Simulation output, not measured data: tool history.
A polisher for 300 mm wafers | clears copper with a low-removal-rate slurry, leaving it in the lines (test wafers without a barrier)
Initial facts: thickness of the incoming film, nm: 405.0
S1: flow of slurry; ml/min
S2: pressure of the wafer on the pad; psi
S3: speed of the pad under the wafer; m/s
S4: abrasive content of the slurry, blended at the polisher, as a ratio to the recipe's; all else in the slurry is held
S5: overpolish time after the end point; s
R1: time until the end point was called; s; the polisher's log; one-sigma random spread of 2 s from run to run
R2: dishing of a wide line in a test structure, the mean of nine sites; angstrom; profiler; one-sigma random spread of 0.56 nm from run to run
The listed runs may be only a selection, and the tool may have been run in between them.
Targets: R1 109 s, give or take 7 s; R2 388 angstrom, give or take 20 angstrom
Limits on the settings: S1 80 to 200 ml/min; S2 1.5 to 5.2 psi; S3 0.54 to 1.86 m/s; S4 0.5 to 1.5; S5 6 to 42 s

run 1 hour=0 | S1=130 S2=3.3 S3=1.18 S4=1 S5=21 | R1=94.609 R2=486.02
run 2 hour=7.4 | S1=130 S2=3.3 S3=1.18 S4=1 S5=26 | R1=93.085 R2=577.7
run 3 hour=11 | S1=130 S2=3.3 S3=1.18 S4=1 S5=23 | R1=92.221 R2=523.11
run 4 hour=12.9 | S1=130 S2=3.3 S3=1.02 S4=1 S5=23 | R1=106.23 R2=470.41
run 5 hour=21 | S1=130 S2=3.3 S3=1.02 S4=1 S5=28 | R1=104.65 R2=548.86
run 6 hour=29.8 | S1=135 S2=3.3 S3=1 S4=1 S5=25 | R1=104.26 R2=516.3
run 7 hour=38.7 | S1=130 S2=3.3 S3=1 S4=1 S5=23 | R1=106.48 R2=481.15
run 8 hour=39.3 | S1=140 S2=3.2 S3=1.02 S4=1 S5=16 | R1=108.76 R2=365.89
run 9 hour=40.2 | S1=140 S2=3.2 S3=1.02 S4=1 S5=16 | R1=110.7 R2=367.6

Next run, 4 choices. One meets every target within its allowed miss, the rest don't. Which?
run A hour=41.1 | S1=110 S2=4.2 S3=0.68 S4=1.15 S5=15 | R1=? R2=?
run B hour=41.1 | S1=150 S2=3 S3=1.02 S4=1 S5=15 | R1=? R2=?
run C hour=41.1 | S1=125 S2=3.4 S3=0.94 S4=1.15 S5=17 | R1=? R2=?
run D hour=41.1 | S1=140 S2=3.7 S3=0.84 S4=1.2 S5=14 | R1=? R2=?

move=A R1=111.42 R2=345.07
move=B R1=112.14 R2=338.16
move=C R1=105.15 R2=393.94
move=D R1=103.38 R2=344.87
A: the biggest miss grows against the last run
B: the biggest miss grows against the last run
C: in spec on every target
D: the biggest miss grows against the last run
Correct choice: C, which meets every target
